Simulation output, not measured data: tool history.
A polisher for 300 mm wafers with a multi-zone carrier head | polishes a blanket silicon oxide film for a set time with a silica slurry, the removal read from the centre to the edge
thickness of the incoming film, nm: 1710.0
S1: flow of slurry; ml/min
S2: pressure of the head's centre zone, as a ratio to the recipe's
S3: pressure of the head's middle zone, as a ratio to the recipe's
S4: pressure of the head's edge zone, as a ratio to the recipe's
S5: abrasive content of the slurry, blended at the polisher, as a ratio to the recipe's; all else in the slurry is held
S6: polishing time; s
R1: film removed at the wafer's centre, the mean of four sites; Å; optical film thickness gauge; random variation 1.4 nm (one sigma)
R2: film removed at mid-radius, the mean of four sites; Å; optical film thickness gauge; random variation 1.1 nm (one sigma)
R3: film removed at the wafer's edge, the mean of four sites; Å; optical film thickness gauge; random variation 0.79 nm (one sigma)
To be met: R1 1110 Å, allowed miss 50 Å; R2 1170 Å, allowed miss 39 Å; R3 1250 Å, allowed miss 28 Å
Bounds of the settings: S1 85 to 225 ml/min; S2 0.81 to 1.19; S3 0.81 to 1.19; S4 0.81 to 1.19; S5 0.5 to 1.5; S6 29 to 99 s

run 1 day=0 | S1=145 S2=1 S3=1 S4=1 S5=1 S6=64 | R1=2433.4 R2=2451.7 R3=2450.8
run 2 day=0.262 | S1=140 S2=0.98 S3=0.98 S4=0.98 S5=0.95 S6=61 | R1=2214.5 R2=2218.7 R3=2226.6
run 3 day=0.629 | S1=140 S2=0.98 S3=0.98 S4=0.98 S5=0.85 S6=61 | R1=2012.4 R2=2023.7 R3=2058.8
run 4 day=0.988 | S1=140 S2=0.98 S3=0.98 S4=0.9 S5=0.85 S6=61 | R1=2047.7 R2=2057.5 R3=1977.3
run 5 day=1.042 | S1=135 S2=0.96 S3=0.96 S4=0.89 S5=0.8 S6=60 | R1=1825.9 R2=1826 R3=1818.2
run 6 day=1.217 | S1=130 S2=0.94 S3=0.95 S4=0.88 S5=0.75 S6=60 | R1=1652.8 R2=1721.1 R3=1701.2
run 7 day=1.45 | S1=125 S2=0.93 S3=0.93 S4=0.87 S5=0.7 S6=60 | R1=1551.2 R2=1553.6 R3=1553.5
run 8 day=1.617 | S1=120 S2=0.91 S3=0.92 S4=0.87 S5=0.7 S6=60 | R1=1453.9 R2=1540.9 R3=1541.7
run 9 day=1.854 | S1=100 S2=0.88 S3=0.82 S4=0.83 S5=0.5 S6=54 | R1=713.81 R2=715.83 R3=780.77
run 10 day=2.221 | S1=140 S2=0.84 S3=0.86 S4=0.93 S5=0.5 S6=49 | R1=666.75 R2=707.06 R3=771.89
run 11 day=2.583 | S1=130 S2=0.86 S3=0.89 S4=0.97 S5=0.5 S6=49 | R1=661.58 R2=720.52 R3=776.34
run 12 day=2.8 | S1=170 S2=0.96 S3=0.96 S4=1.07 S5=0.75 S6=51 | R1=1542.4 R2=1525.5 R3=1625.9
run 13 day=2.962 | S1=160 S2=0.96 S3=0.96 S4=1.06 S5=0.75 S6=51 | R1=1497.8 R2=1523.4 R3=1616.7
run 14 day=3.017 | S1=160 S2=0.96 S3=0.96 S4=1.06 S5=0.75 S6=51 | R1=1546 R2=1486 R3=1614.8
run 15 day=3.138 | S1=150 S2=0.95 S3=0.96 S4=1.05 S5=0.75 S6=51 | R1=1490.1 R2=1509.7 R3=1595.4
run 16 day=3.196 | S1=120 S2=0.89 S3=0.86 S4=0.95 S5=0.5 S6=46 | R1=645.15 R2=646.18 R3=709.37
run 17 day=3.312 | S1=130 S2=0.9 S3=0.88 S4=0.99 S5=0.5 S6=46 | R1=668.46 R2=671.14 R3=730.45
run 18 day=3.383 | S1=145 S2=0.9 S3=0.9 S4=1.02 S5=0.5 S6=46 | R1=676.22 R2=695.5 R3=760.56
run 19 day=3.708 | S1=155 S2=0.91 S3=0.92 S4=1.04 S5=0.5 S6=46 | R1=684.65 R2=707.82 R3=772.73
run 20 day=3.8 | S1=195 S2=0.98 S3=1.02 S4=1.14 S5=0.75 S6=48 | R1=1473.1 R2=1539.3 R3=1587.3
run 21 day=4.142 | S1=195 S2=0.96 S3=1 S4=1.11 S5=0.75 S6=48 | R1=1470.2 R2=1499.8 R3=1571.7
run 22 day=4.438 | S1=190 S2=0.94 S3=0.99 S4=1.09 S5=0.75 S6=48 | R1=1448.5 R2=1486.5 R3=1561.4
run 23 day=4.488 | S1=180 S2=0.93 S3=0.98 S4=1.07 S5=0.75 S6=48 | R1=1406.6 R2=1469.1 R3=1546.4
run 24 day=4.625 | S1=170 S2=0.92 S3=0.97 S4=1.05 S5=0.75 S6=48 | R1=1363 R2=1443.7 R3=1508.4
run 25 day=4.988 | S1=170 S2=0.92 S3=0.97 S4=1.05 S5=0.75 S6=48 | R1=1327.5 R2=1471.7 R3=1521.5
run 26 day=5.262 | S1=160 S2=0.92 S3=0.96 S4=1.04 S5=0.75 S6=48 | R1=1374.5 R2=1410.7 R3=1483.7
run 27 day=5.462 | S1=155 S2=0.91 S3=0.95 S4=1.03 S5=0.75 S6=48 | R1=1346.1 R2=1421.8 R3=1480.2
run 28 day=5.512 | S1=150 S2=0.9 S3=0.94 S4=1.02 S5=0.75 S6=48 | R1=1312.1 R2=1395 R3=1488.2
run 29 day=5.642 | S1=145 S2=0.9 S3=0.93 S4=1 S5=0.75 S6=48 | R1=1334.4 R2=1384.7 R3=1451.1
run 30 day=5.896 | S1=105 S2=0.81 S3=0.86 S4=0.95 S5=0.55 S6=48 | R1=707.7 R2=813.16 R3=883.88

Which of these 5 next moves meets every target?
run A day=6.15 | S1=110 S2=0.86 S3=0.87 S4=0.88 S5=0.65 S6=53 | R1=? R2=? R3=?
run B day=6.15 | S1=95 S2=1.01 S3=1.13 S4=0.81 S5=0.85 S6=40 | R1=? R2=? R3=?
run C day=6.15 | S1=100 S2=0.81 S3=0.81 S4=0.96 S5=0.65 S6=52 | R1=? R2=? R3=?
run D day=6.15 | S1=110 S2=0.81 S3=0.81 S4=1.07 S5=0.75 S6=43 | R1=? R2=? R3=?
run E day=6.15 | S1=105 S2=0.86 S3=0.81 S4=0.98 S5=0.6 S6=60 | R1=? R2=? R3=?

move=A R1=1115.1 R2=1158.3 R3=1237
move=B R1=1274.8 R2=1373.2 R3=1168.5
move=C R1=1008.8 R2=1060.6 R3=1248.6
move=D R1=1005 R2=1053.7 R3=1300.1
move=E R1=1116.3 R2=1103 R3=1307.8
A: meets every target
B: nearer than the last run, and not there yet
C: brings the result that was furthest off to its target, and leaves another outside
D: takes the result that was furthest off past its target
E: takes the result that was furthest off past its target
The right move is A.
